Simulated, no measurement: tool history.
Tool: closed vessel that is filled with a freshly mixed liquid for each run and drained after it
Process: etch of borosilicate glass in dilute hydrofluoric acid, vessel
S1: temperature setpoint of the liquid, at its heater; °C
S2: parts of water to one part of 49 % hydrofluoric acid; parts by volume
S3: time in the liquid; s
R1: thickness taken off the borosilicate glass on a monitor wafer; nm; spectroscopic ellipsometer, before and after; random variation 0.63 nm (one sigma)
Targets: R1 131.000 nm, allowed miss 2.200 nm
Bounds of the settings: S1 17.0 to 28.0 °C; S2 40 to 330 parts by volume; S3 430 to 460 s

run 1 day=0.000 | S1=20.0 S2=185 S3=430 | R1=48.490
run 2 day=0.112 | S1=20.0 S2=185 S3=430 | R1=48.592
run 3 day=0.400 | S1=22.5 S2=150 S3=430 | R1=68.270
run 4 day=0.588 | S1=24.0 S2=130 S3=430 | R1=86.225
run 5 day=0.750 | S1=21.5 S2=130 S3=430 | R1=77.338
run 6 day=0.938 | S1=23.5 S2=120 S3=430 | R1=92.243
run 7 day=1.121 | S1=27.5 S2=95 S3=430 | R1=141.410
run 8 day=1.379 | S1=27.0 S2=95 S3=430 | R1=136.320
run 9 day=1.508 | S1=27.0 S2=95 S3=430 | R1=137.840
run 10 day=1.871 | S1=27.0 S2=95 S3=430 | R1=138.750
run 11 day=2.112 | S1=26.5 S2=95 S3=430 | R1=136.010

4 next moves are on the table. One of them brings every result within its allowed miss. Which?
run A day=2.354 | S1=28.0 S2=105 S3=460 | R1=?
run B day=2.354 | S1=28.0 S2=100 S3=450 | R1=?
run C day=2.354 | S1=25.5 S2=100 S3=460 | R1=?
run D day=2.354 | S1=24.0 S2=95 S3=435 | R1=?

move=A R1=136.660
move=B R1=141.320
move=C R1=131.160
move=D R1=123.840
A: further off than the last run
B: further off than the last run
C: meets every target
D: takes the result that was furthest off past its target
Answer: C

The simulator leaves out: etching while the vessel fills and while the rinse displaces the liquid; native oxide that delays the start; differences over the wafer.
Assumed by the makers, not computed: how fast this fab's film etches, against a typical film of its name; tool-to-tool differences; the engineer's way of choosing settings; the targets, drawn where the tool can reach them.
